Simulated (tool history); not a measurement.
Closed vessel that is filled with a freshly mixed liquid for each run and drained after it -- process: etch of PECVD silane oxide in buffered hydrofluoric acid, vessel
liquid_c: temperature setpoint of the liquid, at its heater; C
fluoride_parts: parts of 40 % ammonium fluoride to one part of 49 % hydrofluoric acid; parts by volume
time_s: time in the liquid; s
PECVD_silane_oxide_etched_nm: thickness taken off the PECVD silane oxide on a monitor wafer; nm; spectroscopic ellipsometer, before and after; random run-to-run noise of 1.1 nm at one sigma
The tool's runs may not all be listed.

Run 1, hour 0.0: liquid_c 24.0 C, fluoride_parts 11.0 parts by volume, time_s 95 s. Result: PECVD_silane_oxide_etched_nm 211.47 nm.
Run 2, hour 1.2: liquid_c 22.0 C, fluoride_parts 11.0 parts by volume, time_s 95 s. Result: PECVD_silane_oxide_etched_nm 193.28 nm.
Run 3, hour 10.0: liquid_c 22.0 C, fluoride_parts 11.0 parts by volume, time_s 100 s. Result: PECVD_silane_oxide_etched_nm 202.17 nm.
Run 4, hour 12.5: liquid_c 25.0 C, fluoride_parts 11.0 parts by volume, time_s 100 s. Result: PECVD_silane_oxide_etched_nm 236.76 nm.
Run 5, hour 14.2: liquid_c 25.0 C, fluoride_parts 9.5 parts by volume, time_s 100 s. Result: PECVD_silane_oxide_etched_nm 270.62 nm.
Run 6, hour 15.6: liquid_c 25.0 C, fluoride_parts 8.0 parts by volume, time_s 100 s. Result: PECVD_silane_oxide_etched_nm 317.68 nm.
Run 7, hour 16.7: liquid_c 22.5 C, fluoride_parts 9.5 parts by volume, time_s 100 s. Result: PECVD_silane_oxide_etched_nm 239.07 nm.
Run 8, hour 24.7: liquid_c 21.0 C, fluoride_parts 10.5 parts by volume, time_s 100 s. Result: PECVD_silane_oxide_etched_nm 202.11 nm.
Run 9, hour 29.4: liquid_c 20.0 C, fluoride_parts 11.0 parts by volume, time_s 100 s. Result: PECVD_silane_oxide_etched_nm 184.22 nm.

Expected results for the next run?
Run 10, hour 37.9: liquid_c 19.0 C, fluoride_parts 11.5 parts by volume, time_s 100 s. Result: PECVD_silane_oxide_etched_nm ?.

Run 10 came out at PECVD_silane_oxide_etched_nm 162.99 nm.

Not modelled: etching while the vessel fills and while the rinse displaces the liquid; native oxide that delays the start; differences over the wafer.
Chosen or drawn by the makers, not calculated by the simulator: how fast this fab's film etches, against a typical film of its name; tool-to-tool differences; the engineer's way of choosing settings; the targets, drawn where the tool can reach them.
